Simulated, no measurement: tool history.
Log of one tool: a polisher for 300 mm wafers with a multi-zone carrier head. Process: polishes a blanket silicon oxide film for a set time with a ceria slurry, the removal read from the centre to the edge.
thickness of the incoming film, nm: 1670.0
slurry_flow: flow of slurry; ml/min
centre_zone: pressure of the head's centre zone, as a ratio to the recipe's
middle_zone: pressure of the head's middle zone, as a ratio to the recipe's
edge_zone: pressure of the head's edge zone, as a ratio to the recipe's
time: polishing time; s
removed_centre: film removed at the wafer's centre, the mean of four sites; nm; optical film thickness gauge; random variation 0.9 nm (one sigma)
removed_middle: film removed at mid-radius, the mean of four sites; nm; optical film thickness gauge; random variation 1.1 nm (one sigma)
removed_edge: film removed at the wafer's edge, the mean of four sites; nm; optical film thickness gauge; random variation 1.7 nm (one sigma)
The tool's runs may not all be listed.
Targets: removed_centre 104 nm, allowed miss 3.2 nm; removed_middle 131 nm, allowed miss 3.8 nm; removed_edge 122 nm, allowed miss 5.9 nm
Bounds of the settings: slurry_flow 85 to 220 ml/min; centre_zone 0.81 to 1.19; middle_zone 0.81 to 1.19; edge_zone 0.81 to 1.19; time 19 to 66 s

run 1 hour=0 | slurry_flow=140 centre_zone=1 middle_zone=1 edge_zone=1 time=42 | removed_centre=94.699 removed_middle=100.29 removed_edge=100.73
run 2 hour=3.5 | slurry_flow=115 centre_zone=1 middle_zone=1 edge_zone=1 time=42 | removed_centre=88.987 removed_middle=96.309 removed_edge=99.005
run 3 hour=9 | slurry_flow=115 centre_zone=1 middle_zone=1.06 edge_zone=1 time=42 | removed_centre=87.617 removed_middle=98.492 removed_edge=98.803
run 4 hour=10.1 | slurry_flow=135 centre_zone=0.98 middle_zone=1.09 edge_zone=1.03 time=43 | removed_centre=93.874 removed_middle=108.62 removed_edge=104.45
run 5 hour=17.7 | slurry_flow=135 centre_zone=0.98 middle_zone=1.09 edge_zone=1.06 time=43 | removed_centre=93.651 removed_middle=108.14 removed_edge=106.05
-- hour=25.8 slurry nozzle cleaned
run 6 hour=25.8 | slurry_flow=145 centre_zone=0.96 middle_zone=1.11 edge_zone=1.09 time=43 | removed_centre=104.34 removed_middle=123.58 removed_edge=117.15
run 7 hour=31.4 | slurry_flow=145 centre_zone=0.94 middle_zone=1.11 edge_zone=1.09 time=43 | removed_centre=102.28 removed_middle=121.66 removed_edge=118.94
run 8 hour=37.4 | slurry_flow=145 centre_zone=0.94 middle_zone=1.11 edge_zone=1.09 time=43 | removed_centre=103.3 removed_middle=124.76 removed_edge=115.59

5 next moves are on the table. One of them brings every result within its allowed miss. Which?
run A hour=43.4 | slurry_flow=175 centre_zone=0.92 middle_zone=1.13 edge_zone=0.99 time=42 | removed_centre=? removed_middle=? removed_edge=?
run B hour=43.4 | slurry_flow=105 centre_zone=0.9 middle_zone=1.09 edge_zone=1.02 time=49 | removed_centre=? removed_middle=? removed_edge=?
run C hour=43.4 | slurry_flow=205 centre_zone=0.94 middle_zone=1.1 edge_zone=1.01 time=41 | removed_centre=? removed_middle=? removed_edge=?
run D hour=43.4 | slurry_flow=95 centre_zone=1.03 middle_zone=1.13 edge_zone=1.19 time=44 | removed_centre=? removed_middle=? removed_edge=?
run E hour=43.4 | slurry_flow=220 centre_zone=0.95 middle_zone=1.15 edge_zone=0.97 time=38 | removed_centre=? removed_middle=? removed_edge=?

move=A removed_centre=103.31 removed_middle=124.43 removed_edge=111.77
move=B removed_centre=105.76 removed_middle=128.32 removed_edge=123.71
move=C removed_centre=105.69 removed_middle=121.7 removed_edge=112.06
move=D removed_centre=105.97 removed_middle=115.64 removed_edge=118.16
move=E removed_centre=100.06 removed_middle=117.81 removed_edge=102.5
A: further off than the last run
B: meets every target
C: further off than the last run
D: further off than the last run
E: further off than the last run
The right move is B.
